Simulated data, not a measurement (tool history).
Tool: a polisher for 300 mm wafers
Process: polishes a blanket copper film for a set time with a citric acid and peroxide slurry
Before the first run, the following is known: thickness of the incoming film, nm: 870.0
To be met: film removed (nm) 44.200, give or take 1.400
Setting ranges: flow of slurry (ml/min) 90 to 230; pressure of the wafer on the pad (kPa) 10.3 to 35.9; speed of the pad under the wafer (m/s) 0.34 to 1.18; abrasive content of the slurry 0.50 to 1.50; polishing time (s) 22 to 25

run,day,flow of slurry (ml/min),pressure of the wafer on the pad (kPa),speed of the pad under the wafer (m/s),abrasive content of the slurry,polishing time (s),film removed (nm)
1,0.000,150,22.8,0.76,1.00,25,53.069
2,0.133,150,22.8,0.76,1.15,25,54.966
3,0.321,150,22.8,0.76,1.15,25,55.351
4,0.346,145,21.4,0.76,1.15,25,51.576
5,0.592,145,21.4,0.68,1.15,25,47.226
6,0.879,145,24.1,0.68,1.15,25,54.044
7,1.225,145,22.8,0.68,1.15,25,51.526
8,1.504,145,21.4,0.68,1.15,25,48.312
9,1.621,145,20.7,0.68,1.15,25,46.558

4 candidate next runs follow, results not yet known. Just one meets every target within its allowed miss. Identify it.
A,1.738,175,18.6,0.84,1.25,22,?
B,1.738,135,22.1,0.76,1.05,24,?
C,1.738,140,22.1,0.70,1.20,25,?
D,1.738,120,23.4,0.60,1.15,25,?

move,film removed (nm)
A,44.519
B,48.851
C,50.303
D,46.358
A: all results land within tolerance of their targets
B: further off than the last run
C: further off than the last run
D: better than the last run, though not everything is in spec
Answer: A
